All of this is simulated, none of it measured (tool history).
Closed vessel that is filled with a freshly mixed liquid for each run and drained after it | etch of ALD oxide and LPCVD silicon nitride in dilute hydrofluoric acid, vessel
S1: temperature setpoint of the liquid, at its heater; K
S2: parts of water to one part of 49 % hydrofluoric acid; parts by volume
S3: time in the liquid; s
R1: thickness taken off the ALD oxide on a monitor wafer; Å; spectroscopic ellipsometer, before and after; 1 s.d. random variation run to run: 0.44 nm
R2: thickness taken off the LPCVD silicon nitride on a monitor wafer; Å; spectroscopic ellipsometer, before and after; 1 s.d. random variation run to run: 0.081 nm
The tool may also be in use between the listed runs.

| run | hour | S1 | S2 | S3 | R1 | R2 |
|---|---|---|---|---|---|---|
| 1 | 0.0 | 294.15 | 60 | 60 | 261.82 | 3.6865 |
| 2 | 8.3 | 291.65 | 60 | 60 | 234.48 | 3.1456 |
| 3 | 10.3 | 290.15 | 60 | 60 | 224.51 | 3.4935 |
| 4 | 16.9 | 290.15 | 45 | 60 | 299.14 | 3.4811 |
| 5 | 22.5 | 290.15 | 45 | 60 | 304.28 | 3.8281 |
| 6 | 31.0 | 291.65 | 45 | 60 | 320.86 | 4.0259 |
| 7 | 33.0 | 293.15 | 45 | 60 | 343.61 | 4.3307 |
| 8 | 37.4 | 294.65 | 45 | 60 | 363.33 | 5.2746 |
| 9 | 38.4 | 295.65 | 45 | 60 | 377.69 | 6.1345 |
| 10 | 44.6 | 295.65 | 45 | 60 | 380.80 | 5.8628 |
| 11 | 49.4 | 296.15 | 45 | 60 | 385.39 | 5.9297 |
| 12 | 50.2 | 296.65 | 45 | 60 | 392.26 | 5.9448 |

What will run 13 give?
| 13 | 54.6 | 297.15 | 45 | 60 | ? | ? |

Logged for run 13: R1 401.85 Å, R2 5.7810 Å.

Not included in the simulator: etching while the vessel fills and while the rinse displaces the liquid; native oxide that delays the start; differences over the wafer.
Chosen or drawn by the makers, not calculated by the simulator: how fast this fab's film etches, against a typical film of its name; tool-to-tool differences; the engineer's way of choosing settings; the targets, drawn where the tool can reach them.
